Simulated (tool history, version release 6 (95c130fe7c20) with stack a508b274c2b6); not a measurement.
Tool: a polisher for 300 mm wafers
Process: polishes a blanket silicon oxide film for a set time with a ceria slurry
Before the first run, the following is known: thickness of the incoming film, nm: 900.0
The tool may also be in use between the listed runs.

run,hour,flow of slurry (ml/min),pressure of the wafer on the pad (kPa),speed of the pad under the wafer (cm/s),polishing time (s),film removed (nm)
1,0.0,260,26.2,134,63,391.52
2,3.4,260,24.1,134,63,359.77
3,4.1,260,24.1,116,63,321.16
4,8.3,260,22.8,116,63,302.09
5,15.9,260,21.4,116,63,282.64
6,18.2,260,24.1,116,63,312.15
7,21.5,260,22.8,116,63,297.55
8,28.0,260,22.1,116,63,293.53
9,29.9,255,15.2,114,63,199.96

Run 10 comes next. What will it give?
10,37.0,260,15.9,114,63,?

For run 10 the tool returned film removed (nm) 205.81.

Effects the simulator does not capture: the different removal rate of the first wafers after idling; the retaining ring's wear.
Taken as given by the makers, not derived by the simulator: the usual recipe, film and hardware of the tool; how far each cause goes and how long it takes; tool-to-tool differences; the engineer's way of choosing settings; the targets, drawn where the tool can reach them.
